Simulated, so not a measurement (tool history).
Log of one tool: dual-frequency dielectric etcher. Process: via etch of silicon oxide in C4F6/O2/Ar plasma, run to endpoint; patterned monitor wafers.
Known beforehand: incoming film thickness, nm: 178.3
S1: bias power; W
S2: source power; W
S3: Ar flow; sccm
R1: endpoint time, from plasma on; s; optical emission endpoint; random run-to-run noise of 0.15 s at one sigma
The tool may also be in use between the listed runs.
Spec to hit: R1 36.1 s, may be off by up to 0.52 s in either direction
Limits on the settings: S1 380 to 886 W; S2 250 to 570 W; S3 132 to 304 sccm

Run 1, hour 0: S1 633 W, S2 410 W, S3 218 sccm. Result: R1 31.888 s.
Run 2, hour 1.5: S1 588 W, S2 410 W, S3 218 sccm. Result: R1 33.053 s.
Run 3, hour 7.7: S1 588 W, S2 450 W, S3 218 sccm. Result: R1 31.603 s.
Run 4, hour 15.3: S1 543 W, S2 450 W, S3 218 sccm. Result: R1 32.933 s.
Run 5, hour 22.9: S1 543 W, S2 450 W, S3 190 sccm. Result: R1 32.291 s.
Run 6, hour 25.5: S1 543 W, S2 450 W, S3 167 sccm. Result: R1 31.64 s.
Run 7, hour 31.4: S1 506 W, S2 440 W, S3 168 sccm. Result: R1 32.91 s.
Run 8, hour 40.2: S1 477 W, S2 440 W, S3 168 sccm. Result: R1 33.917 s.
Run 9, hour 44.6: S1 387 W, S2 440 W, S3 168 sccm. Result: R1 37.126 s.
Run 10, hour 52.7: S1 394 W, S2 440 W, S3 168 sccm. Result: R1 36.712 s.

Next run, 5 choices. One meets every target within its allowed miss, the rest don't. Which?
Run A, hour 60.8: S1 380 W, S2 450 W, S3 181 sccm. Result: R1 ?.
Run B, hour 60.8: S1 413 W, S2 390 W, S3 164 sccm. Result: R1 ?.
Run C, hour 60.8: S1 469 W, S2 370 W, S3 162 sccm. Result: R1 ?.
Run D, hour 60.8: S1 391 W, S2 440 W, S3 191 sccm. Result: R1 ?.
Run E, hour 60.8: S1 453 W, S2 420 W, S3 263 sccm. Result: R1 ?.

move      R1
   A   37.49
   B  37.559
   C  36.131
   D  37.631
   E  37.519
A: misses by more than the last run did
B: misses by more than the last run did
C: meets every target
D: misses by more than the last run did
E: misses by more than the last run did
Correct choice: C, which meets every target
